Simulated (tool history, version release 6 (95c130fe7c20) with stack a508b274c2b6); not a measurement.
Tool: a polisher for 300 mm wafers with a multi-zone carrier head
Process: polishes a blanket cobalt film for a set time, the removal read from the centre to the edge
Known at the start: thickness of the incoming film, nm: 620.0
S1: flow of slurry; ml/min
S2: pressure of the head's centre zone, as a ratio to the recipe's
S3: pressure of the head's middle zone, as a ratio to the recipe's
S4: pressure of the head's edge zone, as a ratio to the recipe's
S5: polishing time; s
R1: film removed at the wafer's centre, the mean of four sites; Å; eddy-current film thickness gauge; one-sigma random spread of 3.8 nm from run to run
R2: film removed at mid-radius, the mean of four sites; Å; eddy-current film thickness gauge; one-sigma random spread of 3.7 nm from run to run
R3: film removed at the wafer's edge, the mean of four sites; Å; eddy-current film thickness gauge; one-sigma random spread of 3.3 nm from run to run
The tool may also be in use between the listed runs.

Run 1, hour 0: S1 180 ml/min, S2 1, S3 1, S4 1, S5 44 s. Result: R1 2273.5 Å, R2 2241.4 Å, R3 2206 Å.
Run 2, hour 8.6: S1 180 ml/min, S2 1, S3 1, S4 1, S5 50 s. Result: R1 2584 Å, R2 2563.3 Å, R3 2523.7 Å.
Run 3, hour 13.4: S1 180 ml/min, S2 1, S3 1.05, S4 1, S5 50 s. Result: R1 2630.5 Å, R2 2674.3 Å, R3 2485.3 Å.
Run 4, hour 17.3: S1 185 ml/min, S2 0.97, S3 1.06, S4 1.03, S5 51 s. Result: R1 2624.8 Å, R2 2742 Å, R3 2558 Å.
Run 5, hour 23.4: S1 185 ml/min, S2 0.94, S3 1.06, S4 1.05, S5 53 s. Result: R1 2579.7 Å, R2 2837.7 Å, R3 2749.6 Å.
Run 6, hour 23.9: S1 190 ml/min, S2 0.93, S3 1.07, S4 1.06, S5 54 s. Result: R1 2671 Å, R2 2911.1 Å, R3 2789.2 Å.
Run 7, hour 28.1: S1 190 ml/min, S2 0.92, S3 1.08, S4 1.07, S5 55 s. Result: R1 2698.3 Å, R2 3033.8 Å, R3 2909.2 Å.

Estimate the outcome of run 8 from the log above:
Run 8, hour 30: S1 190 ml/min, S2 0.91, S3 1.08, S4 1.08, S5 55 s. Result: R1 ?, R2 ?, R3 ?.

R1: 2631.3 Å
R2: 2987.8 Å
R3: 2847.7 Å
